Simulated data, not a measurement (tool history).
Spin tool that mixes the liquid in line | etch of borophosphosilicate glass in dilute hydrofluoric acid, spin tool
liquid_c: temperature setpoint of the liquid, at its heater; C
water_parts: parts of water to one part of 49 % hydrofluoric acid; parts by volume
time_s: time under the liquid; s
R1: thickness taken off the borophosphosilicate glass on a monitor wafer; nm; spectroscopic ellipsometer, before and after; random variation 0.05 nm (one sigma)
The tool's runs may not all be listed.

Run 1, hour 0: liquid_c 21 C, water_parts 100 parts by volume, time_s 15 s. Result: R1 4.2712 nm.
Run 2, hour 4.7: liquid_c 23 C, water_parts 85 parts by volume, time_s 15 s. Result: R1 5.5933 nm.
Run 3, hour 11.7: liquid_c 24.5 C, water_parts 75 parts by volume, time_s 15 s. Result: R1 6.7899 nm.
Run 4, hour 17.8: liquid_c 25.5 C, water_parts 70 parts by volume, time_s 15 s. Result: R1 7.5405 nm.
Run 5, hour 22.5: liquid_c 25.5 C, water_parts 70 parts by volume, time_s 15 s. Result: R1 7.6042 nm.
Run 6, hour 30.9: liquid_c 26.5 C, water_parts 65 parts by volume, time_s 15 s. Result: R1 8.5721 nm.
Run 7, hour 31.9: liquid_c 26.5 C, water_parts 65 parts by volume, time_s 15 s. Result: R1 8.5221 nm.
Run 8, hour 36: liquid_c 27 C, water_parts 65 parts by volume, time_s 15 s. Result: R1 8.7768 nm.

Run 9 comes next. What will it give?
Run 9, hour 39.7: liquid_c 27.5 C, water_parts 65 parts by volume, time_s 15 s. Result: R1 ?.

{"run 9": {"R1": 8.9498}}
